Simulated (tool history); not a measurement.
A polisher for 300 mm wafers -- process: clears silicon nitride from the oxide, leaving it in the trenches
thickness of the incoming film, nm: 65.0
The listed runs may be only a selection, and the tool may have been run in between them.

run,hour,flow of slurry (ml/min),pressure of the wafer on the pad (psi),speed of the pad under the wafer (cm/s),overpolish time after the end point (s),time until the end point was called (s)
1,0.0,305,1.9,86,8,127.050
2,2.1,340,1.9,86,8,125.080
3,5.8,335,1.8,82,8,137.310
4,9.2,335,2.1,82,8,119.240
5,13.4,335,2.1,102,8,96.907
6,16.0,330,1.9,94,8,115.970
7,19.3,325,1.8,88,8,130.820

Run 8 has not been measured yet. What should we expect?
8,23.4,320,1.7,84,8,?

Run 8 measured time until the end point was called (s) 142.070.
